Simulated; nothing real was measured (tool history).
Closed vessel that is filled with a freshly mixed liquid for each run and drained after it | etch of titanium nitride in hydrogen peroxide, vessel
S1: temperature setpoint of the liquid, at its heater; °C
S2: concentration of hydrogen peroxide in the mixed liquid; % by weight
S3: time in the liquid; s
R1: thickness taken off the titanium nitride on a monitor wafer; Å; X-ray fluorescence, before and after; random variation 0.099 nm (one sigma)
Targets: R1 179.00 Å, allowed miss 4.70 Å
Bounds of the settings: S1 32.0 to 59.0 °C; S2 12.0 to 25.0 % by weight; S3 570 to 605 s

run 1 hour=0.0 | S1=43.0 S2=17.0 S3=570 | R1=150.00
run 2 hour=6.7 | S1=43.0 S2=19.5 S3=570 | R1=155.85
run 3 hour=8.9 | S1=49.5 S2=19.5 S3=570 | R1=252.04
run 4 hour=16.5 | S1=49.0 S2=19.5 S3=570 | R1=243.45
run 5 hour=21.0 | S1=48.5 S2=19.5 S3=570 | R1=235.63
run 6 hour=27.7 | S1=48.0 S2=19.5 S3=570 | R1=226.32
run 7 hour=29.7 | S1=47.5 S2=19.5 S3=570 | R1=217.99
run 8 hour=38.1 | S1=47.0 S2=19.5 S3=570 | R1=211.07
run 9 hour=46.4 | S1=45.5 S2=19.5 S3=570 | R1=187.59

Which of these 4 next moves meets every target?
run A hour=54.7 | S1=43.5 S2=16.5 S3=605 | R1=?
run B hour=54.7 | S1=45.0 S2=19.0 S3=570 | R1=?
run C hour=54.7 | S1=43.5 S2=23.5 S3=570 | R1=?
run D hour=54.7 | S1=44.0 S2=20.5 S3=570 | R1=?

move=A R1=165.72
move=B R1=180.01
move=C R1=168.41
move=D R1=169.78
A: takes the result that was furthest off past its target
B: meets every target
C: takes the result that was furthest off past its target
D: takes the result that was furthest off past its target
Answer: B
